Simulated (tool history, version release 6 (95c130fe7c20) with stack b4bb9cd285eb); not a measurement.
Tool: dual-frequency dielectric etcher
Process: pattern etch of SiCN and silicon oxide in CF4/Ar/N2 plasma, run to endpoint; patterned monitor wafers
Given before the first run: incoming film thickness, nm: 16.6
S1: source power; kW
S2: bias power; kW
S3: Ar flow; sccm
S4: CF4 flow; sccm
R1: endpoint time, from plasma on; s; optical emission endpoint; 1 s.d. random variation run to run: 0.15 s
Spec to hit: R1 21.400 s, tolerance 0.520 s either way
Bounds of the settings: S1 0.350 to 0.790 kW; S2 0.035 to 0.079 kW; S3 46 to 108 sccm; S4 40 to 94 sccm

run 1 day=0.000 | S1=0.570 S2=0.057 S3=77 S4=67 | R1=18.100
run 2 day=0.058 | S1=0.570 S2=0.067 S3=77 S4=67 | R1=17.071
run 3 day=0.371 | S1=0.530 S2=0.067 S3=77 S4=67 | R1=18.080
run 4 day=0.400 | S1=0.530 S2=0.067 S3=77 S4=73 | R1=17.525
run 5 day=0.762 | S1=0.500 S2=0.067 S3=77 S4=73 | R1=18.453
run 6 day=1.088 | S1=0.480 S2=0.067 S3=77 S4=73 | R1=19.248
run 7 day=1.308 | S1=0.460 S2=0.067 S3=77 S4=73 | R1=19.822
run 8 day=1.492 | S1=0.450 S2=0.067 S3=77 S4=73 | R1=19.895
run 9 day=1.821 | S1=0.440 S2=0.067 S3=77 S4=73 | R1=20.493
run 10 day=1.938 | S1=0.430 S2=0.067 S3=77 S4=73 | R1=20.768

Which of these 5 next moves meets every target?
run A day=2.054 | S1=0.460 S2=0.062 S3=82 S4=74 | R1=?
run B day=2.054 | S1=0.380 S2=0.075 S3=47 S4=69 | R1=?
run C day=2.054 | S1=0.430 S2=0.072 S3=72 S4=69 | R1=?
run D day=2.054 | S1=0.430 S2=0.073 S3=74 S4=72 | R1=?
run E day=2.054 | S1=0.400 S2=0.072 S3=63 S4=94 | R1=?

move=A R1=20.175
move=B R1=21.002
move=C R1=20.113
move=D R1=19.891
move=E R1=19.937
A: the biggest miss grows against the last run
B: all results land within tolerance of their targets
C: the biggest miss grows against the last run
D: the biggest miss grows against the last run
E: the biggest miss grows against the last run
Correct choice: B, which meets every target
